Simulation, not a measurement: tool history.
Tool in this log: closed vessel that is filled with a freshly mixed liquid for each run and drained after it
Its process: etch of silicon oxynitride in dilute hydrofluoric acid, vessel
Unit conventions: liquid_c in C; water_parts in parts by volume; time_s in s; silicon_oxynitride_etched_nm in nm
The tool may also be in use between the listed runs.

run  hour  liquid_c  water_parts  time_s  silicon_oxynitride_etched_nm
  1   0.0      21.0          130     195                        2.5991
  2   2.7      22.5          130     195                        2.7640
  3   3.9      22.5          155     195                        2.2708
  4  11.4      23.5          150     195                        2.5046
  5  14.1      23.5          170     195                        2.1626
  6  19.6      24.0          160     195                        2.3550

Run 7 has not been measured yet. What should we expect?
  7  26.0      28.0          110     195                             ?

{"run 7": {"silicon_oxynitride_etched_nm": 4.2863}}

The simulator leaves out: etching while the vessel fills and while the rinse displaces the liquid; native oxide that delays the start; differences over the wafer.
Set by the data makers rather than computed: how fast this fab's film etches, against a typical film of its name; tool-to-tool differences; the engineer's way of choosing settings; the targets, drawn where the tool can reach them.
